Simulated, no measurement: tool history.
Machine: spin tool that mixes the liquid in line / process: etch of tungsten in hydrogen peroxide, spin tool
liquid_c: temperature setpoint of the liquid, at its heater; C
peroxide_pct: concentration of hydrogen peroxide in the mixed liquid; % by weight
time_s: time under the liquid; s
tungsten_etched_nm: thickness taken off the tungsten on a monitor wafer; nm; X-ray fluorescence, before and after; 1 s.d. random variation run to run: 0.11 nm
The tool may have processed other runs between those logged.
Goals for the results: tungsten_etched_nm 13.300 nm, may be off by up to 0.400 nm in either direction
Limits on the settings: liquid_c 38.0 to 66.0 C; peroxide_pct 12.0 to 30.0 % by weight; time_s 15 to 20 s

run 1 hour=0.0 | liquid_c=54.0 peroxide_pct=22.0 time_s=20 | tungsten_etched_nm=26.933
run 2 hour=4.7 | liquid_c=57.5 peroxide_pct=22.0 time_s=20 | tungsten_etched_nm=32.890
run 3 hour=7.6 | liquid_c=55.5 peroxide_pct=22.0 time_s=20 | tungsten_etched_nm=29.653
run 4 hour=11.8 | liquid_c=55.5 peroxide_pct=24.0 time_s=20 | tungsten_etched_nm=30.880
run 5 hour=18.1 | liquid_c=53.5 peroxide_pct=24.0 time_s=20 | tungsten_etched_nm=27.338
run 6 hour=25.7 | liquid_c=47.5 peroxide_pct=24.0 time_s=20 | tungsten_etched_nm=18.999
run 7 hour=33.9 | liquid_c=46.5 peroxide_pct=24.0 time_s=20 | tungsten_etched_nm=17.935
run 8 hour=40.7 | liquid_c=46.0 peroxide_pct=24.0 time_s=20 | tungsten_etched_nm=17.385

Which of these 5 next moves meets every target?
run A hour=47.5 | liquid_c=47.5 peroxide_pct=24.0 time_s=15 | tungsten_etched_nm=?
run B hour=47.5 | liquid_c=41.0 peroxide_pct=30.0 time_s=20 | tungsten_etched_nm=?
run C hour=47.5 | liquid_c=46.0 peroxide_pct=23.0 time_s=15 | tungsten_etched_nm=?
run D hour=47.5 | liquid_c=44.5 peroxide_pct=17.0 time_s=20 | tungsten_etched_nm=?
run E hour=47.5 | liquid_c=47.5 peroxide_pct=23.5 time_s=15 | tungsten_etched_nm=?

move=A tungsten_etched_nm=14.050
move=B tungsten_etched_nm=13.874
move=C tungsten_etched_nm=12.526
move=D tungsten_etched_nm=13.064
move=E tungsten_etched_nm=13.903
A: moves toward the targets from the last run without getting all of them in spec
B: moves toward the targets from the last run without getting all of them in spec
C: the result that was furthest off in the last run now lies on the other side of its target
D: hits every target within its allowed miss
E: moves toward the targets from the last run without getting all of them in spec
The right move is D.
